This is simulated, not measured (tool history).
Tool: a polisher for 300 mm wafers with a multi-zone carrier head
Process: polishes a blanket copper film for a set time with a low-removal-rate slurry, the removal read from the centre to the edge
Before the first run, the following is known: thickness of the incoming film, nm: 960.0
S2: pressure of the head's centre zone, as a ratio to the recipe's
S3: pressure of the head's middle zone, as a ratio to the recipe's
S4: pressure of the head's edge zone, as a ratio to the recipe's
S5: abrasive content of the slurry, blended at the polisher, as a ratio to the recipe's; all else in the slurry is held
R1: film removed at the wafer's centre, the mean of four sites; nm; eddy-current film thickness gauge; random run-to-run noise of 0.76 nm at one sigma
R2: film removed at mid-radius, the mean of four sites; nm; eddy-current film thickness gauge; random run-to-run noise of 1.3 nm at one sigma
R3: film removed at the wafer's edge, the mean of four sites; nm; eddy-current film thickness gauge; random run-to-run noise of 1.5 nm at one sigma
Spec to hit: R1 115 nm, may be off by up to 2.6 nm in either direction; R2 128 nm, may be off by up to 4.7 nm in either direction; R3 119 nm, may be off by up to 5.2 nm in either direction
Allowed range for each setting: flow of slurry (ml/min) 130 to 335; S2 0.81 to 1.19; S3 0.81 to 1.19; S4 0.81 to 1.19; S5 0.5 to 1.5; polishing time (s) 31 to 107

run 1 hour=0 | flow_of_slurry_(ml/min)=215 S2=1 S3=1 S4=1 S5=1 polishing_time_(s)=69 | R1=215.87 R2=214.4 R3=210.63
run 2 hour=2.3 | flow_of_slurry_(ml/min)=215 S2=1 S3=1 S4=1 S5=1 polishing_time_(s)=86 | R1=262.81 R2=273.75 R3=266.91
run 3 hour=3.9 | flow_of_slurry_(ml/min)=215 S2=1 S3=1 S4=1 S5=1.1 polishing_time_(s)=86 | R1=273.31 R2=281.12 R3=270.59
run 4 hour=8.2 | flow_of_slurry_(ml/min)=215 S2=0.99 S3=1 S4=0.98 S5=1.05 polishing_time_(s)=81 | R1=248.15 R2=255.07 R3=256.8
run 5 hour=14.3 | flow_of_slurry_(ml/min)=215 S2=1.05 S3=1 S4=0.98 S5=1.05 polishing_time_(s)=81 | R1=261.89 R2=259.54 R3=248.28
run 6 hour=19.3 | flow_of_slurry_(ml/min)=215 S2=1.05 S3=1 S4=0.98 S5=0.9 polishing_time_(s)=81 | R1=259.58 R2=248.49 R3=239.74
run 7 hour=20.6 | flow_of_slurry_(ml/min)=215 S2=1.05 S3=1 S4=0.98 S5=0.9 polishing_time_(s)=81 | R1=257.5 R2=252.23 R3=250.96
run 8 hour=24.5 | flow_of_slurry_(ml/min)=210 S2=1.04 S3=1.02 S4=0.98 S5=0.85 polishing_time_(s)=75 | R1=231.93 R2=229.98 R3=224.6
run 9 hour=33.2 | flow_of_slurry_(ml/min)=215 S2=1.03 S3=1.04 S4=0.97 S5=0.8 polishing_time_(s)=70 | R1=213.66 R2=214.7 R3=205.03
run 10 hour=39 | flow_of_slurry_(ml/min)=215 S2=1.02 S3=1.05 S4=0.96 S5=0.75 polishing_time_(s)=66 | R1=198.57 R2=204.04 R3=190.72
run 11 hour=45.8 | flow_of_slurry_(ml/min)=215 S2=1 S3=1.05 S4=0.95 S5=0.7 polishing_time_(s)=63 | R1=180.9 R2=189.23 R3=179.11
run 12 hour=47.5 | flow_of_slurry_(ml/min)=220 S2=0.99 S3=1.05 S4=0.94 S5=0.7 polishing_time_(s)=60 | R1=172.33 R2=181.93 R3=167.53
run 13 hour=54.5 | flow_of_slurry_(ml/min)=225 S2=0.97 S3=1.03 S4=0.93 S5=0.7 polishing_time_(s)=59 | R1=165.06 R2=176.12 R3=164.95
run 14 hour=56.5 | flow_of_slurry_(ml/min)=235 S2=0.96 S3=1.02 S4=0.92 S5=0.7 polishing_time_(s)=57 | R1=158.66 R2=171.13 R3=157.96
run 15 hour=59.2 | flow_of_slurry_(ml/min)=240 S2=0.95 S3=1 S4=0.91 S5=0.7 polishing_time_(s)=56 | R1=153.34 R2=163.9 R3=162.09
run 16 hour=61.7 | flow_of_slurry_(ml/min)=230 S2=0.95 S3=1 S4=0.9 S5=0.7 polishing_time_(s)=55 | R1=149.87 R2=160.05 R3=151.73
run 17 hour=63 | flow_of_slurry_(ml/min)=220 S2=0.94 S3=0.99 S4=0.89 S5=0.7 polishing_time_(s)=55 | R1=150.99 R2=158.32 R3=152.18
run 18 hour=69.5 | flow_of_slurry_(ml/min)=215 S2=0.93 S3=0.99 S4=0.88 S5=0.7 polishing_time_(s)=54 | R1=144.57 R2=154.46 R3=150.25
run 19 hour=75.5 | flow_of_slurry_(ml/min)=215 S2=0.93 S3=0.99 S4=0.88 S5=0.7 polishing_time_(s)=54 | R1=144.74 R2=156.51 R3=147.75
run 20 hour=82.8 | flow_of_slurry_(ml/min)=215 S2=0.93 S3=0.99 S4=0.88 S5=0.7 polishing_time_(s)=54 | R1=144.53 R2=155.39 R3=148.63

Which of these 5 next moves meets every target?
run A hour=90.1 | flow_of_slurry_(ml/min)=230 S2=0.9 S3=0.99 S4=0.81 S5=0.5 polishing_time_(s)=47 | R1=? R2=? R3=?
run B hour=90.1 | flow_of_slurry_(ml/min)=225 S2=1.02 S3=0.98 S4=0.87 S5=0.75 polishing_time_(s)=41 | R1=? R2=? R3=?
run C hour=90.1 | flow_of_slurry_(ml/min)=235 S2=0.86 S3=0.92 S4=0.87 S5=0.7 polishing_time_(s)=67 | R1=? R2=? R3=?
run D hour=90.1 | flow_of_slurry_(ml/min)=205 S2=1.11 S3=1.03 S4=0.89 S5=0.75 polishing_time_(s)=58 | R1=? R2=? R3=?
run E hour=90.1 | flow_of_slurry_(ml/min)=240 S2=0.9 S3=0.89 S4=1.08 S5=0.55 polishing_time_(s)=70 | R1=? R2=? R3=?

move=A R1=114.91 R2=128.36 R3=120.84
move=B R1=122.83 R2=120.05 R3=116.79
move=C R1=167.58 R2=184.29 R3=188.85
move=D R1=187.47 R2=175.64 R3=165.38
move=E R1=174.9 R2=178.75 R3=203.31
A: hits every target within its allowed miss
B: moves toward the targets from the last run without getting all of them in spec
C: its largest miss is bigger than the last run's
D: its largest miss is bigger than the last run's
E: its largest miss is bigger than the last run's
Go with A: it meets all targets.
